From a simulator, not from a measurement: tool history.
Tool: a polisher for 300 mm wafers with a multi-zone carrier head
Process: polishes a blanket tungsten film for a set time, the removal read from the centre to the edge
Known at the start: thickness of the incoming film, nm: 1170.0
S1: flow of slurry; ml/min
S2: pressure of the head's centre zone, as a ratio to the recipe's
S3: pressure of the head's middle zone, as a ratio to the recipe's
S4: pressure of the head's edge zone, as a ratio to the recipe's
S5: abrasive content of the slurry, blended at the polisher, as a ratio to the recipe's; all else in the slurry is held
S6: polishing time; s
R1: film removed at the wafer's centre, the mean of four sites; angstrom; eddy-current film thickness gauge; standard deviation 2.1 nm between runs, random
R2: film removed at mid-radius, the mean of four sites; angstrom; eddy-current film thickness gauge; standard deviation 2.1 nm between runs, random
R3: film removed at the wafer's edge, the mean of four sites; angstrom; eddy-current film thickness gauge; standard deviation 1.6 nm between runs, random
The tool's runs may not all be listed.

run 1 hour=0.0 | S1=225 S2=1.00 S3=1.00 S4=1.00 S5=1.0 S6=40 | R1=2701.7 R2=2756.3 R3=2611.8
run 2 hour=8.1 | S1=255 S2=1.00 S3=1.00 S4=1.00 S5=1.0 S6=40 | R1=2726.9 R2=2674.8 R3=2638.5
run 3 hour=16.3 | S1=255 S2=1.00 S3=0.97 S4=1.00 S5=1.0 S6=40 | R1=2744.3 R2=2691.0 R3=2640.2
run 4 hour=21.4 | S1=255 S2=1.00 S3=0.97 S4=0.92 S5=1.0 S6=40 | R1=2687.3 R2=2680.5 R3=2528.7
run 5 hour=24.5 | S1=255 S2=1.00 S3=0.97 S4=0.92 S5=1.0 S6=33 | R1=2235.2 R2=2197.1 R3=2087.0
run 6 hour=32.5 | S1=255 S2=1.00 S3=0.97 S4=0.86 S5=1.0 S6=33 | R1=2245.9 R2=2213.2 R3=2020.6
run 7 hour=35.9 | S1=260 S2=1.01 S3=0.97 S4=0.87 S5=1.0 S6=33 | R1=2265.8 R2=2231.0 R3=2024.4
run 8 hour=41.0 | S1=265 S2=1.02 S3=0.97 S4=0.88 S5=1.0 S6=33 | R1=2317.9 R2=2254.0 R3=2036.8
run 9 hour=44.5 | S1=270 S2=1.02 S3=0.97 S4=0.89 S5=1.0 S6=33 | R1=2296.6 R2=2222.6 R3=2074.0

Run 10 is up next; what results do you expect?
run 10 hour=50.7 | S1=275 S2=1.03 S3=0.97 S4=0.90 S5=1.0 S6=33 | R1=? R2=? R3=?

Run 10 produced R1 2327.4 angstrom, R2 2234.8 angstrom, R3 2034.9 angstrom.
